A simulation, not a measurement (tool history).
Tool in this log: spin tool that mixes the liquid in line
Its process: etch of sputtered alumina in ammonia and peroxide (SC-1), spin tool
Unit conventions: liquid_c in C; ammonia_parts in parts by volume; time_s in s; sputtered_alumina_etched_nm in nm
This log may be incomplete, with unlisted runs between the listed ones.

run,hour,liquid_c,ammonia_parts,time_s,sputtered_alumina_etched_nm
1,0.0,48.0,0.55,115,6.3138
2,3.7,42.5,0.55,115,4.6624
3,11.7,42.0,0.55,115,4.5127
4,17.3,42.0,0.40,115,4.4282
5,18.3,41.5,0.40,115,4.2407
6,24.3,41.5,0.60,115,4.4428
7,33.2,41.0,0.60,115,4.2399
8,38.8,40.5,0.60,115,4.1457
9,45.5,40.0,0.60,115,4.0358

For run 10, what comes out?
10,47.1,39.5,0.60,115,?

Run 10 yielded sputtered_alumina_etched_nm 3.9066 nm.
